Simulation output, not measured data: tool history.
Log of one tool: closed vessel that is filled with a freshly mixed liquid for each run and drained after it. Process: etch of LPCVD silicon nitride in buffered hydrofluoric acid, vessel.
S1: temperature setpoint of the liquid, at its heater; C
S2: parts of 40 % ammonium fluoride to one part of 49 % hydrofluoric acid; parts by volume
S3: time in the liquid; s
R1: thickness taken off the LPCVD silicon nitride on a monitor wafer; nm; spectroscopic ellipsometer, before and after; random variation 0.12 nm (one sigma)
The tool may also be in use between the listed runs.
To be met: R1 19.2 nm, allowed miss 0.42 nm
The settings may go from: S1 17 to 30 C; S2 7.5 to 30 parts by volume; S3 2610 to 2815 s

run,hour,S1,S2,S3,R1
1,0,22,20.5,2610,15.995
2,3.2,23,20.5,2610,16.687
3,7.9,23,22.5,2610,15.807
4,15.4,23,22.5,2815,17.055
5,24.8,23.5,22.5,2815,17.545
6,30.1,23.5,28,2815,15.004
7,39.1,25,28,2815,16.223
8,42,26,28,2815,16.881
9,49.6,27,28,2815,18.056
10,53.4,27.5,28,2815,18.594

Which of these 5 next moves meets every target?
A,57.2,30,29.5,2775,?
B,57.2,28.5,30,2675,?
C,57.2,27.5,25,2685,?
D,57.2,26,23,2815,?
E,57.2,30,27.5,2635,?

move,R1
A,19.954
B,17.461
C,19.458
D,19.918
E,20.273
A: takes the result that was furthest off past its target
B: further off than the last run
C: meets every target
D: takes the result that was furthest off past its target
E: takes the result that was furthest off past its target
Move C is the one to make.
